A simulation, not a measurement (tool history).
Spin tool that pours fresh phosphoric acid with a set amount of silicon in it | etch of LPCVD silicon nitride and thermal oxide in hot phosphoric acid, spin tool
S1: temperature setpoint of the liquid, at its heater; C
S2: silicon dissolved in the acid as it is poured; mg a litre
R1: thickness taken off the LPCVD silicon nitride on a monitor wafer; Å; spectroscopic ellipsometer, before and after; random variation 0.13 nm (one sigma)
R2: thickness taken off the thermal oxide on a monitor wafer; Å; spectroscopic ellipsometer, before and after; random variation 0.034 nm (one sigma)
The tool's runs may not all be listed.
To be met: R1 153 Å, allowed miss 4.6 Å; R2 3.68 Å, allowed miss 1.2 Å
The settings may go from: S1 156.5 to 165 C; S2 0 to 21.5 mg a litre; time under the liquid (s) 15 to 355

{"run": 1, "hour": 0.0, "S1": 160, "S2": 9.5, "time under the liquid (s)": 180, "R1": 159.98, "R2": 3.142}
{"run": 2, "hour": 2.0, "S1": 160, "S2": 9.5, "time under the liquid (s)": 105, "R1": 93.489, "R2": 1.5654}
{"run": 3, "hour": 9.3, "S1": 161, "S2": 9.5, "time under the liquid (s)": 105, "R1": 94.739, "R2": 1.9435}
{"run": 4, "hour": 16.3, "S1": 159, "S2": 9.5, "time under the liquid (s)": 105, "R1": 90.451, "R2": 1.7931}
{"run": 5, "hour": 18.1, "S1": 158, "S2": 9.5, "time under the liquid (s)": 105, "R1": 85.876, "R2": 1.8028}
{"hour": 25.5, "done": "heated supply line repaired"}
{"run": 6, "hour": 25.5, "S1": 159.5, "S2": 6.5, "time under the liquid (s)": 125, "R1": 120.21, "R2": 2.5508}
{"run": 7, "hour": 29.4, "S1": 160.5, "S2": 5, "time under the liquid (s)": 125, "R1": 124.67, "R2": 2.7203}
{"run": 8, "hour": 34.6, "S1": 161.5, "S2": 3.5, "time under the liquid (s)": 125, "R1": 126.85, "R2": 3.6781}
{"run": 9, "hour": 43.2, "S1": 160.5, "S2": 3, "time under the liquid (s)": 135, "R1": 133.19, "R2": 3.0765}

Which of these 4 next moves meets every target?
{"run": "A", "hour": 51.8, "S1": 160.5, "S2": 5, "time under the liquid (s)": 110, "R1": "?", "R2": "?"}
{"run": "B", "hour": 51.8, "S1": 158.5, "S2": 2.5, "time under the liquid (s)": 165, "R1": "?", "R2": "?"}
{"run": "C", "hour": 51.8, "S1": 159, "S2": 6.5, "time under the liquid (s)": 175, "R1": "?", "R2": "?"}
{"run": "D", "hour": 51.8, "S1": 158, "S2": 6.5, "time under the liquid (s)": 185, "R1": "?", "R2": "?"}

move=A R1=109.2 R2=3.1364
move=B R1=153.14 R2=4.2579
move=C R1=165.18 R2=4.3303
move=D R1=168.82 R2=4.2486
A: further off than the last run
B: meets every target
C: takes the result that was furthest off past its target
D: takes the result that was furthest off past its target
Move B is the one to make.

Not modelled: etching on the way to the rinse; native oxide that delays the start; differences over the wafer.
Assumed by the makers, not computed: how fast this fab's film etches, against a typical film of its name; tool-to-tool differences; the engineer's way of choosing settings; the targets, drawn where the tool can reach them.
